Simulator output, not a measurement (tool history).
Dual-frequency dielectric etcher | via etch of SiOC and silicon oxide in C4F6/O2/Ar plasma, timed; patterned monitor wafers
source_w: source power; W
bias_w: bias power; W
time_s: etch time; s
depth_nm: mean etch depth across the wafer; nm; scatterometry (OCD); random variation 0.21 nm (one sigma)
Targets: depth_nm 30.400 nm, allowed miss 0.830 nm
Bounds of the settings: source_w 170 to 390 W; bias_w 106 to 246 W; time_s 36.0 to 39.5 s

| run | hour | source_w | bias_w | time_s | depth_nm |
|---|---|---|---|---|---|
| 1 | 0.0 | 280 | 176 | 39.5 | 36.656 |
| 2 | 2.9 | 300 | 176 | 39.5 | 38.271 |
| 3 | 9.3 | 280 | 173 | 39.5 | 36.557 |
| 4 | 11.6 | 280 | 173 | 36.0 | 33.583 |
| 5 | 14.2 | 320 | 173 | 36.0 | 34.731 |
| 6 | 21.2 | 280 | 173 | 36.0 | 33.281 |
| 7 | 23.7 | 220 | 153 | 36.0 | 29.464 |
| 8 | 24.4 | 220 | 154 | 36.0 | 29.137 |
| 9 | 27.0 | 220 | 155 | 36.0 | 29.613 |

Which of these 4 next moves meets every target?
| A | 29.6 | 200 | 159 | 36.0 | ? |
| B | 29.6 | 210 | 166 | 37.0 | ? |
| C | 29.6 | 200 | 153 | 36.0 | ? |
| D | 29.6 | 210 | 129 | 39.0 | ? |

| move | depth_nm |
|---|---|
| A | 28.602 |
| B | 30.446 |
| C | 28.147 |
| D | 28.887 |
A: further off than the last run
B: meets every target
C: further off than the last run
D: further off than the last run
Answer: B
